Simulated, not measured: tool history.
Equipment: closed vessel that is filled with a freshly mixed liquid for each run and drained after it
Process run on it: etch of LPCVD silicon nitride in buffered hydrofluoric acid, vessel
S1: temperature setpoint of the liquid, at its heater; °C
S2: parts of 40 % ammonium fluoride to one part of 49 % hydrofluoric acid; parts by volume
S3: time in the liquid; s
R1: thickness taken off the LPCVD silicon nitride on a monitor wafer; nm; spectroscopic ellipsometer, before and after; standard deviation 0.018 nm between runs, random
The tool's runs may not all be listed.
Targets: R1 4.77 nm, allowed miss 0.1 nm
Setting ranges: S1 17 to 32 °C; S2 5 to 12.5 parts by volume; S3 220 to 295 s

| run | hour | S1 | S2 | S3 | R1 |
|---|---|---|---|---|---|
| 1 | 0 | 24 | 7.5 | 295 | 5.5679 |
| 2 | 0.9 | 24 | 7.5 | 295 | 5.5706 |
| 3 | 6 | 23 | 7.5 | 295 | 5.2507 |
| 4 | 14.7 | 22.5 | 7.5 | 295 | 5.1201 |
| 5 | 19.1 | 22.5 | 7.5 | 220 | 3.8141 |
| 6 | 20.4 | 23 | 7.5 | 220 | 3.9371 |
| 7 | 27.2 | 23.5 | 7.5 | 220 | 4.0601 |
| 8 | 28.5 | 24.5 | 7.5 | 220 | 4.2763 |
| 9 | 30.9 | 25.5 | 7.5 | 220 | 4.5079 |
| 10 | 35.5 | 26 | 7.5 | 220 | 4.6137 |

Of the 4 settings listed for the next run, only one would bring every result within its allowed miss of target. Which one?
| A | 40.1 | 26.5 | 8 | 225 | ? |
| B | 40.1 | 25.5 | 10 | 290 | ? |
| C | 40.1 | 25.5 | 8.5 | 265 | ? |
| D | 40.1 | 25.5 | 9 | 270 | ? |

| move | R1 |
|---|---|
| A | 4.5593 |
| B | 4.587 |
| C | 4.7653 |
| D | 4.5631 |
A: its largest miss is bigger than the last run's
B: its largest miss is bigger than the last run's
C: hits every target within its allowed miss
D: its largest miss is bigger than the last run's
Move C is the one to make.
